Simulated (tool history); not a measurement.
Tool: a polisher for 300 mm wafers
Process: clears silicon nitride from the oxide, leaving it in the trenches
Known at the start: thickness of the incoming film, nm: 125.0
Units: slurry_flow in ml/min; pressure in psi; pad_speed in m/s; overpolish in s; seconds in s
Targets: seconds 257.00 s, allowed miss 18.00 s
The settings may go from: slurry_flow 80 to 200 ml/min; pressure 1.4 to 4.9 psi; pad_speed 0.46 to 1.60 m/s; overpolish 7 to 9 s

run  hour  slurry_flow  pressure  pad_speed  overpolish  seconds
  1   0.0          130       3.1       1.02           9   139.95
  2   1.2          130       3.7       1.02           9   119.39
  3   7.3          150       3.7       1.02           9   113.59
  4  14.1          150       3.7       1.02           7   112.96
  5  19.9          150       3.7       1.02           7   115.50
  6  21.0          150       3.7       1.02           7   117.08
  7  29.8          150       3.3       0.98           7   134.55
  8  38.1          150       2.9       0.96           7   146.05
  9  46.5          150       2.9       0.96           7   148.63
 10  47.3          150       2.6       0.92           7   173.96
 11  55.6          150       2.4       0.90           7   193.14
 12  64.5          150       2.2       0.90           7   202.92
 13  65.5          150       2.1       0.90           7   216.17
 14  66.5          150       2.0       0.90           7   216.08
 15  68.5          150       2.0       0.90           7   222.53
 16  71.1          150       1.9       0.90           7   233.07

Which of these 4 next moves meets every target?
  A  73.7          140       2.1       0.94           9        ?
  B  73.7          140       2.0       0.90           7        ?
  C  73.7          145       1.7       0.92           7        ?
  D  73.7          150       2.3       0.92           7        ?

move  seconds
   A   210.34
   B   227.25
   C   253.36
   D   195.87
A: further off than the last run
B: further off than the last run
C: meets every target
D: further off than the last run
Move C is the one to make.
